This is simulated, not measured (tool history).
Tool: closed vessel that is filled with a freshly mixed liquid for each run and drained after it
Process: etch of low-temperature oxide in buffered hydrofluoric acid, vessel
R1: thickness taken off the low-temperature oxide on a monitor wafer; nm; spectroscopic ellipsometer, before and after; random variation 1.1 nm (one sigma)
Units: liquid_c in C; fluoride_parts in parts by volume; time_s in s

run 1 hour=0 | liquid_c=21 fluoride_parts=10 time_s=90 | R1=250.02
run 2 hour=1.3 | liquid_c=21 fluoride_parts=10 time_s=90 | R1=251.61
run 3 hour=7.9 | liquid_c=21 fluoride_parts=10 time_s=95 | R1=268.22
run 4 hour=9.3 | liquid_c=21 fluoride_parts=10 time_s=90 | R1=250.78
run 5 hour=14.2 | liquid_c=20.5 fluoride_parts=10 time_s=90 | R1=243.46
run 6 hour=19.2 | liquid_c=20 fluoride_parts=10 time_s=90 | R1=237.18

Run 7 comes next. What will it give?
run 7 hour=24.8 | liquid_c=19.5 fluoride_parts=10 time_s=90 | R1=?

Run 7 gave R1 231.36 nm.
